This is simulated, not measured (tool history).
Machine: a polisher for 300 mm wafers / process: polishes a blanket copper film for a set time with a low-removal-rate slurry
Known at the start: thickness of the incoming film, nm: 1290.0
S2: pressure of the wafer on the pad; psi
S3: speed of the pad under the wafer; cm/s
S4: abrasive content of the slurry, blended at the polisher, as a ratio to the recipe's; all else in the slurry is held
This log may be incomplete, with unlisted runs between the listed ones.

Run 1, hour 0.0: flow of slurry (ml/min) 275, S2 2.9 psi, S3 104 cm/s, S4 1.0, polishing time (s) 108. Result: film removed (Å) 3290.9.
Run 2, hour 1.8: flow of slurry (ml/min) 275, S2 3.1 psi, S3 104 cm/s, S4 1.0, polishing time (s) 108. Result: film removed (Å) 3471.0.
Run 3, hour 9.4: flow of slurry (ml/min) 275, S2 3.1 psi, S3 92 cm/s, S4 1.0, polishing time (s) 108. Result: film removed (Å) 3233.6.
Run 4, hour 11.1: flow of slurry (ml/min) 275, S2 3.3 psi, S3 92 cm/s, S4 1.0, polishing time (s) 108. Result: film removed (Å) 3386.4.
Run 5, hour 17.7: flow of slurry (ml/min) 275, S2 3.3 psi, S3 92 cm/s, S4 1.0, polishing time (s) 108. Result: film removed (Å) 3375.1.
Run 6, hour 23.4: flow of slurry (ml/min) 275, S2 3.5 psi, S3 92 cm/s, S4 1.0, polishing time (s) 108. Result: film removed (Å) 3585.0.
Run 7, hour 24.7: flow of slurry (ml/min) 275, S2 3.6 psi, S3 92 cm/s, S4 1.0, polishing time (s) 108. Result: film removed (Å) 3631.8.
Run 8, hour 30.8: flow of slurry (ml/min) 275, S2 3.7 psi, S3 92 cm/s, S4 1.0, polishing time (s) 108. Result: film removed (Å) 3770.3.
Run 9, hour 36.6: flow of slurry (ml/min) 275, S2 3.8 psi, S3 92 cm/s, S4 1.0, polishing time (s) 108. Result: film removed (Å) 3861.9.

The next listed run, before its measurement:
Run 10, hour 41.1: flow of slurry (ml/min) 275, S2 3.8 psi, S3 92 cm/s, S4 1.0, polishing time (s) 108. Result: film removed (Å) ?.

film removed (Å): 3797.7
